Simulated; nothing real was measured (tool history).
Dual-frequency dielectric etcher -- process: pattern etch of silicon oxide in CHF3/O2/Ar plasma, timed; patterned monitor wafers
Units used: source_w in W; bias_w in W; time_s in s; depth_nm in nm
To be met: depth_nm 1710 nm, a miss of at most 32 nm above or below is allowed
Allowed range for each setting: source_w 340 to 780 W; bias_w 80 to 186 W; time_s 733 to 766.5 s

run,hour,source_w,bias_w,time_s,depth_nm
1,0,560,133,733,1414.8
2,6.7,560,133,733,1390.3
3,12.3,560,155,733,1462.4
4,15.7,560,166,733,1493.3
5,18.9,560,181,733,1555.9
6,25.5,560,181,766.5,1615.3
7,28.1,580,182,766.5,1646.8
8,32.3,590,183,766.5,1658.1
9,32.9,600,184,766.5,1677.8

Which of these 4 next moves meets every target?
A,33.5,660,163,753,?
B,33.5,660,186,743.5,?
C,33.5,580,178,759.5,?
D,33.5,620,185,742.5,?

move,depth_nm
A,1644.3
B,1689.8
C,1603.1
D,1636.5
A: lands further from the targets than the last run did
B: all results land within tolerance of their targets
C: lands further from the targets than the last run did
D: lands further from the targets than the last run did
So the answer is move B, the one that meets all the targets.
